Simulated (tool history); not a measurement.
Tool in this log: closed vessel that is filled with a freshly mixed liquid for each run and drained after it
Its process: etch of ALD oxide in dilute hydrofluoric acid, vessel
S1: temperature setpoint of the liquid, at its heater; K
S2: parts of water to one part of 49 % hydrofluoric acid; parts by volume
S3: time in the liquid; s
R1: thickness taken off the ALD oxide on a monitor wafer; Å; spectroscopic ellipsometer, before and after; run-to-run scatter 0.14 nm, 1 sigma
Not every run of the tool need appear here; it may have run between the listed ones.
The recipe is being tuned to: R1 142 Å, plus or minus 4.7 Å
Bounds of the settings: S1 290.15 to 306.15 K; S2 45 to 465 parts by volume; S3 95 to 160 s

{"run": 1, "hour": 0.0, "S1": 298.15, "S2": 255, "S3": 160, "R1": 101.99}
{"run": 2, "hour": 3.8, "S1": 300.15, "S2": 250, "S3": 160, "R1": 110.32}
{"run": 3, "hour": 12.1, "S1": 302.15, "S2": 250, "S3": 160, "R1": 116.56}
{"run": 4, "hour": 19.0, "S1": 303.15, "S2": 245, "S3": 160, "R1": 126.05}
{"run": 5, "hour": 27.6, "S1": 303.65, "S2": 245, "S3": 160, "R1": 127.09}
{"run": 6, "hour": 35.5, "S1": 304.15, "S2": 245, "S3": 160, "R1": 129.85}
{"run": 7, "hour": 37.7, "S1": 304.65, "S2": 245, "S3": 160, "R1": 131.36}
{"run": 8, "hour": 39.6, "S1": 305.15, "S2": 245, "S3": 160, "R1": 133.85}

5 next moves are on the table. One of them brings every result within its allowed miss. Which?
{"run": "A", "hour": 41.5, "S1": 305.65, "S2": 255, "S3": 160, "R1": "?"}
{"run": "B", "hour": 41.5, "S1": 302.65, "S2": 160, "S3": 95, "R1": "?"}
{"run": "C", "hour": 41.5, "S1": 304.65, "S2": 230, "S3": 160, "R1": "?"}
{"run": "D", "hour": 41.5, "S1": 303.65, "S2": 245, "S3": 160, "R1": "?"}
{"run": "E", "hour": 41.5, "S1": 304.65, "S2": 265, "S3": 160, "R1": "?"}

move=A R1=129.42
move=B R1=123.18
move=C R1=142.77
move=D R1=127.43
move=E R1=119.18
A: its largest miss is bigger than the last run's
B: its largest miss is bigger than the last run's
C: all results in spec
D: its largest miss is bigger than the last run's
E: its largest miss is bigger than the last run's
Correct choice: C, which meets every target

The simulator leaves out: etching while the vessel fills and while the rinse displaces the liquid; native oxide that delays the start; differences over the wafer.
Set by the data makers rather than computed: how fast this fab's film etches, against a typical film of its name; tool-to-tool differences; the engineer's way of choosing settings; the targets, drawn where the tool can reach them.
